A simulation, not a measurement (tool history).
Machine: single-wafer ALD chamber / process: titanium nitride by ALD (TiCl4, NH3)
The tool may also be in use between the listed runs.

run	hour	heater temperature setpoint (deg C)	number of ALD cycles (cycles)	NH3 pulse time (s)	mean film thickness on the monitor wafer (angstrom)
1	0.0	420	37	2.99	8.5924
2	1.7	425	37	2.99	8.6411
3	4.5	425	37	3.80	8.6521
4	12.7	425	37	3.46	8.6102
5	17.9	419	37	3.13	8.6148
6	21.3	415	37	3.13	8.6075
7	27.9	412	37	2.69	8.5579
8	32.3	410	37	2.45	8.5014
9	37.7	409	37	2.36	8.5493
10	41.8	407	37	2.10	8.4843
11	45.7	407	37	2.03	8.4727
12	49.9	407	37	1.98	8.4501

Predict the results of run 13:
13	53.9	407	37	1.97	?

Run 13 gave mean film thickness on the monitor wafer (angstrom) 8.4766.
